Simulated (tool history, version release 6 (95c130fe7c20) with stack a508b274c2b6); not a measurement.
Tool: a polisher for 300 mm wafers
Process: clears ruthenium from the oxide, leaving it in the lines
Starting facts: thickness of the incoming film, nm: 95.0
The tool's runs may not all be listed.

| run | day | flow of slurry (ml/min) | pressure of the wafer on the pad (psi) | speed of the pad under the wafer (cm/s) | overpolish time after the end point (s) | time until the end point was called (s) |
|---|---|---|---|---|---|---|
| 1 | 0 | 215 | 2.4 | 82 | 17 | 97.297 |
| 2 | 0.2 | 215 | 1.9 | 82 | 17 | 122.48 |
| 3 | 0.4 | 215 | 1.9 | 82 | 19 | 119.63 |
| 4 | 0.775 | 260 | 1.9 | 82 | 19 | 117.47 |
| 5 | 0.908 | 260 | 2.1 | 82 | 19 | 106.12 |
| 6 | 1.062 | 260 | 2.5 | 82 | 19 | 91.191 |

Forecast run 7:
| 7 | 1.288 | 260 | 2.6 | 82 | 19 | ? |

time until the end point was called (s): 87.083
